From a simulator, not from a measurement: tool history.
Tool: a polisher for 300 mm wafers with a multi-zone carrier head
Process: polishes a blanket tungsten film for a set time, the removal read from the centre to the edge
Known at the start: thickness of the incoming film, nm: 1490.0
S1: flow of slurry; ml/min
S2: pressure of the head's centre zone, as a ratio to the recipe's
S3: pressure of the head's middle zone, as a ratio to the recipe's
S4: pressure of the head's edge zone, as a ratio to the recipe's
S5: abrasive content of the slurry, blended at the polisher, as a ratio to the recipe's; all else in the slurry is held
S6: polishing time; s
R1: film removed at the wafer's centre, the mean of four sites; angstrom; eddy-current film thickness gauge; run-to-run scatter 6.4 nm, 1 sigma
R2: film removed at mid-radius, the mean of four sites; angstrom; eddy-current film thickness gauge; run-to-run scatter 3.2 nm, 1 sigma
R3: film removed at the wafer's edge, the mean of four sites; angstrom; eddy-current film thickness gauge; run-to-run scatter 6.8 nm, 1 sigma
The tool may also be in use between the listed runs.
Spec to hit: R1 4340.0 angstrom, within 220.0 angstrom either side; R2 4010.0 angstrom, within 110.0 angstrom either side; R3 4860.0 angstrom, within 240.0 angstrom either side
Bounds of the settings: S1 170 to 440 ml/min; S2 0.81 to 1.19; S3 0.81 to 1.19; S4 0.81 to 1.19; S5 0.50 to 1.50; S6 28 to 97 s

run	hour	S1	S2	S3	S4	S5	S6	R1	R2	R3
1	0.0	280	1.00	1.00	1.00	1.00	62	4214.6	4359.5	4436.9
2	8.1	275	1.00	0.98	1.02	1.00	62	4184.4	4217.4	4356.1
3	14.7	275	1.00	0.98	1.02	0.80	62	4107.7	4071.2	4148.3
4	21.0	275	1.00	0.96	1.04	0.90	62	4248.4	4125.2	4289.5
5	23.8	275	1.00	0.96	1.04	0.90	55	3711.9	3636.1	3847.4
6	27.7	280	1.00	0.95	1.07	1.00	55	3843.4	3704.3	3955.8
7	31.0	280	0.99	0.93	1.09	1.10	56	3883.5	3753.5	4262.3
8	37.7	285	1.00	0.93	1.10	1.15	56	4024.6	3776.1	4352.4
# hour 42.4: slurry nozzle cleaned
9	42.4	290	1.00	0.93	1.11	1.20	56	4326.6	4063.3	4498.8

4 next moves are on the table. One of them brings every result within its allowed miss. Which?
A	47.1	240	0.94	0.93	1.15	1.25	54	?	?	?
B	47.1	255	0.97	0.87	1.15	1.25	60	?	?	?
C	47.1	310	1.05	0.96	1.12	1.30	53	?	?	?
D	47.1	250	0.94	0.88	1.08	1.20	56	?	?	?

move	R1	R2	R3
A	3795.5	3825.8	4379.5
B	4352.4	4052.7	4898.4
C	4218.3	4002.3	4370.5
D	3923.8	3777.4	4381.4
A: further off than the last run
B: all results land within tolerance of their targets
C: further off than the last run
D: further off than the last run
B meets every target.
